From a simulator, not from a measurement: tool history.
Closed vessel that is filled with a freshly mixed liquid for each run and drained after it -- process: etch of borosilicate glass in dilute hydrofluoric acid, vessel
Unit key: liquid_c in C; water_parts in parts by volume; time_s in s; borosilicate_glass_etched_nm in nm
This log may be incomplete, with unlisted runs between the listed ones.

run  hour  liquid_c  water_parts  time_s  borosilicate_glass_etched_nm
  1     0        23          100     250                        65.417
  2   5.2        23          100     265                        67.961
  3  12.9        20          100     265                        60.718
  4  19.1        22           95     265                        70.217
  5  24.7        22          120     265                        53.747
  6  31.2      20.5          120     265                         50.89

What does the tool deliver on the next run?
  7  32.7      22.5          110     265                             ?

Run 7 gave borosilicate_glass_etched_nm 60.793 nm.
